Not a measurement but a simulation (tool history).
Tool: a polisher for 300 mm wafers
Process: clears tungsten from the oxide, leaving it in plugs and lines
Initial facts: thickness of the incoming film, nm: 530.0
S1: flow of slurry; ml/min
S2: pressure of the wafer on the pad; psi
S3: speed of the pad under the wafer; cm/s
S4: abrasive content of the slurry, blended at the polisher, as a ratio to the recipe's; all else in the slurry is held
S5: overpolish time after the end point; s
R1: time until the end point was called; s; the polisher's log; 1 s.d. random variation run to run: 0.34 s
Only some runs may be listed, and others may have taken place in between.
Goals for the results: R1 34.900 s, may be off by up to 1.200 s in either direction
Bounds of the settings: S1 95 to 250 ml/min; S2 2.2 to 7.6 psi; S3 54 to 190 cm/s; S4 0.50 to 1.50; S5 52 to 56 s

{"run": 1, "hour": 0.0, "S1": 160, "S2": 4.9, "S3": 122, "S4": 1.0, "S5": 52, "R1": 57.585}
{"run": 2, "hour": 3.9, "S1": 160, "S2": 5.2, "S3": 122, "S4": 1.0, "S5": 52, "R1": 54.563}
{"run": 3, "hour": 7.0, "S1": 160, "S2": 5.5, "S3": 122, "S4": 1.0, "S5": 52, "R1": 51.084}
{"run": 4, "hour": 12.2, "S1": 160, "S2": 5.7, "S3": 122, "S4": 1.0, "S5": 52, "R1": 49.849}
{"run": 5, "hour": 18.7, "S1": 160, "S2": 5.7, "S3": 122, "S4": 1.2, "S5": 52, "R1": 47.923}
{"run": 6, "hour": 20.4, "S1": 160, "S2": 5.9, "S3": 122, "S4": 1.2, "S5": 52, "R1": 47.207}
{"run": 7, "hour": 23.9, "S1": 160, "S2": 6.1, "S3": 122, "S4": 1.2, "S5": 52, "R1": 45.324}
{"run": 8, "hour": 27.4, "S1": 160, "S2": 6.3, "S3": 122, "S4": 1.2, "S5": 52, "R1": 43.254}
{"run": 9, "hour": 35.4, "S1": 180, "S2": 7.4, "S3": 124, "S4": 1.2, "S5": 52, "R1": 36.411}
{"run": 10, "hour": 40.3, "S1": 180, "S2": 7.5, "S3": 124, "S4": 1.2, "S5": 52, "R1": 36.539}

5 candidate next runs follow, results not yet known. Just one meets every target within its allowed miss. Identify it.
{"run": "A", "hour": 45.2, "S1": 245, "S2": 7.1, "S3": 110, "S4": 1.3, "S5": 52, "R1": "?"}
{"run": "B", "hour": 45.2, "S1": 155, "S2": 7.6, "S3": 122, "S4": 1.05, "S5": 52, "R1": "?"}
{"run": "C", "hour": 45.2, "S1": 205, "S2": 7.6, "S3": 124, "S4": 1.2, "S5": 52, "R1": "?"}
{"run": "D", "hour": 45.2, "S1": 165, "S2": 6.9, "S3": 128, "S4": 1.15, "S5": 56, "R1": "?"}
{"run": "E", "hour": 45.2, "S1": 170, "S2": 7.3, "S3": 120, "S4": 1.2, "S5": 52, "R1": "?"}

move=A R1=40.212
move=B R1=37.769
move=C R1=34.877
move=D R1=38.329
move=E R1=38.193
A: lands further from the targets than the last run did
B: lands further from the targets than the last run did
C: every result lands within tolerance
D: lands further from the targets than the last run did
E: lands further from the targets than the last run did
So the answer is move C, the one that meets all the targets.

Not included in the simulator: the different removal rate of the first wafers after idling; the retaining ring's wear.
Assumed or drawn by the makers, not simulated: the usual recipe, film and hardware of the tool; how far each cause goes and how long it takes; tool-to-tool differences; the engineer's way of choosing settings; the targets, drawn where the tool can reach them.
